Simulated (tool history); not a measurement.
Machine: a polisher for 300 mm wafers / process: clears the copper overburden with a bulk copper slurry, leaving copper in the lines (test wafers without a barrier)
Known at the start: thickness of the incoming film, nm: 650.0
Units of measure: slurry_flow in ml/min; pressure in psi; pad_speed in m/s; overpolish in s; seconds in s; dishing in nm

{"run": 1, "hour": 0.0, "slurry_flow": 315, "pressure": 1.9, "pad_speed": 1.36, "slurry_solids": 1, "overpolish": 16, "seconds": 65.281, "dishing": 66.911}
{"run": 2, "hour": 4.9, "slurry_flow": 315, "pressure": 1.5, "pad_speed": 1.36, "slurry_solids": 1, "overpolish": 16, "seconds": 78.717, "dishing": 55.505}
{"run": 3, "hour": 5.6, "slurry_flow": 315, "pressure": 1.5, "pad_speed": 1.36, "slurry_solids": 1, "overpolish": 9, "seconds": 78.483, "dishing": 40.241}
{"run": 4, "hour": 7.8, "slurry_flow": 315, "pressure": 1.4, "pad_speed": 1.26, "slurry_solids": 1, "overpolish": 9, "seconds": 92.9, "dishing": 36.606}
{"run": 5, "hour": 11.6, "slurry_flow": 315, "pressure": 1.3, "pad_speed": 1.2, "slurry_solids": 1, "overpolish": 9, "seconds": 102.25, "dishing": 33.34}
{"hour": 20.6, "done": "head pressure recalibrated"}
{"run": 6, "hour": 20.6, "slurry_flow": 315, "pressure": 1.2, "pad_speed": 1.16, "slurry_solids": 1, "overpolish": 9, "seconds": 131.28, "dishing": 28.022}

The next listed run, before its measurement:
{"run": 7, "hour": 25.8, "slurry_flow": 315, "pressure": 0.9, "pad_speed": 1.14, "slurry_solids": 1, "overpolish": 11, "seconds": "?", "dishing": "?"}

seconds: 171.45 s
dishing: 25.538 nm

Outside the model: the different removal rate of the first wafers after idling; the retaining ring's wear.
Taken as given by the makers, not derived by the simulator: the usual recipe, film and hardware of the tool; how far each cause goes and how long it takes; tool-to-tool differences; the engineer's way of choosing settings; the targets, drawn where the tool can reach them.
